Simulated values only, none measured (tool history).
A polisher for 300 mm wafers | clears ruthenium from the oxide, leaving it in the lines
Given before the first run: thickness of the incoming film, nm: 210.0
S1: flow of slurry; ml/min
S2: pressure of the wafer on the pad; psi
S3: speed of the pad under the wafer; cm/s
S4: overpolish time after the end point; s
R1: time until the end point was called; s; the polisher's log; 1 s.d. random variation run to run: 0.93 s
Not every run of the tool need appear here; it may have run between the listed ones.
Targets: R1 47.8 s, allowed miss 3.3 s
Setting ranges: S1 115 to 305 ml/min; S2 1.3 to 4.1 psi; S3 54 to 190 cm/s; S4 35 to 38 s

run 1 hour=0 | S1=195 S2=2.7 S3=122 S4=35 | R1=96.388
run 2 hour=1.7 | S1=195 S2=2.9 S3=126 S4=35 | R1=90.426
run 3 hour=9.2 | S1=195 S2=2.4 S3=126 S4=35 | R1=109.27
run 4 hour=14.2 | S1=215 S2=2.4 S3=126 S4=35 | R1=104
run 5 hour=23.2 | S1=215 S2=2.4 S3=126 S4=38 | R1=104.32
run 6 hour=24.2 | S1=190 S2=2.4 S3=126 S4=38 | R1=107.39
run 7 hour=31.2 | S1=190 S2=2.6 S3=130 S4=38 | R1=96.043
run 8 hour=34.5 | S1=190 S2=2.8 S3=132 S4=38 | R1=86.112
run 9 hour=40.3 | S1=190 S2=3 S3=134 S4=38 | R1=81.332
run 10 hour=41 | S1=190 S2=3.1 S3=136 S4=38 | R1=77.952
run 11 hour=45.5 | S1=195 S2=3.8 S3=160 S4=38 | R1=54.263

Exercise: of the 5 proposed moves below, exactly one satisfies all targets within the stated allowed misses. Which move is it?
run A hour=50 | S1=195 S2=4.1 S3=164 S4=38 | R1=?
run B hour=50 | S1=185 S2=3.7 S3=148 S4=36 | R1=?
run C hour=50 | S1=205 S2=4.1 S3=188 S4=38 | R1=?
run D hour=50 | S1=145 S2=4 S3=148 S4=38 | R1=?
run E hour=50 | S1=205 S2=3.6 S3=144 S4=38 | R1=?

move=A R1=49.201
move=B R1=60.51
move=C R1=42.8
move=D R1=57.842
move=E R1=63.083
A: hits every target within its allowed miss
B: misses by more than the last run did
C: takes the biggest miss from the last run beyond its target
D: misses by more than the last run did
E: misses by more than the last run did
Move A is the one to make.

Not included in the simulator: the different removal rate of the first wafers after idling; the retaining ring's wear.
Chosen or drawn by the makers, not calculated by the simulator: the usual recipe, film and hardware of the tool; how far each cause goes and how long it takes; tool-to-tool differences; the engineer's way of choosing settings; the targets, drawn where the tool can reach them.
